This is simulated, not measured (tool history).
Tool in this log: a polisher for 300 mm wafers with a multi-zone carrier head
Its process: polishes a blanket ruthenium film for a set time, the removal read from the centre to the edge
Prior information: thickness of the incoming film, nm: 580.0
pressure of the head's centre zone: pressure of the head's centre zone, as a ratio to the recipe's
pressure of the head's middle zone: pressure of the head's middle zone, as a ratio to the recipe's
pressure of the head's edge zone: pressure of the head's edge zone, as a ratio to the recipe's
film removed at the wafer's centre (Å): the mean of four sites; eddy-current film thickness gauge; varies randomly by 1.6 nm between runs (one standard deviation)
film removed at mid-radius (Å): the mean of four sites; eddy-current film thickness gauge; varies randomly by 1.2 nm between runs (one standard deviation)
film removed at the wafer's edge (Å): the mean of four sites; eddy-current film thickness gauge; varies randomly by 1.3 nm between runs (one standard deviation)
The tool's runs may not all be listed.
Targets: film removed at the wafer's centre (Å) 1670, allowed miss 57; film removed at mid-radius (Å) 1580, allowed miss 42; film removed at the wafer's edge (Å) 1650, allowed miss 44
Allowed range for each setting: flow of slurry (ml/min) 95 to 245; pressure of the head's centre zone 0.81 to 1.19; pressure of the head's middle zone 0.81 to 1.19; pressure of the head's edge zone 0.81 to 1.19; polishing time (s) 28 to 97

run,day,flow of slurry (ml/min),pressure of the head's centre zone,pressure of the head's middle zone,pressure of the head's edge zone,polishing time (s),film removed at the wafer's centre (Å),film removed at mid-radius (Å),film removed at the wafer's edge (Å)
1,0,155,1,1,1,62,1067.9,1067.6,1112.1
2,0.138,160,1.01,1.01,1.02,64,1135.3,1116.4,1149.2
3,0.475,160,1.01,1.01,1.02,69,1199.8,1208.8,1256.2
4,0.596,185,1.01,1.01,1.02,69,1247.7,1231.3,1280.9
5,0.883,185,1.01,0.94,1.02,69,1266.1,1187.2,1283.4
6,1.188,185,1.01,0.94,1.02,62,1104.4,1046.6,1133.6
7,1.362,190,1.02,0.96,1.03,65,1195.1,1127.6,1202.9
8,1.642,190,1.03,0.97,1.04,67,1241.4,1168.1,1265.6
9,1.7,195,1.05,1,1.05,68,1305,1249.2,1288.9
10,1.796,195,1.06,1,1.07,70,1313.9,1268.1,1306.4

Of the 5 settings listed for the next run, only one would bring every result within its allowed miss of target. Which one?
A,1.892,245,1.19,0.86,0.86,67,?,?,?
B,1.892,185,1.03,0.84,1.07,57,?,?,?
C,1.892,175,1.02,1.04,1.1,86,?,?,?
D,1.892,175,0.96,0.81,1.13,91,?,?,?
E,1.892,240,1.04,0.98,1.04,86,?,?,?

move,film removed at the wafer's centre (Å),film removed at mid-radius (Å),film removed at the wafer's edge (Å)
A,1474.5,1103.5,1199.6
B,1055.6,885.42,1087.5
C,1564.6,1581.7,1645.6
D,1567.4,1359.6,1768.4
E,1676,1575.9,1662.2
A: further off than the last run
B: further off than the last run
C: meets the target for the result that was furthest off, but another lies outside its allowed miss
D: carries the result that was furthest off beyond its target, to the other side
E: every result lands within tolerance
The right move is E.
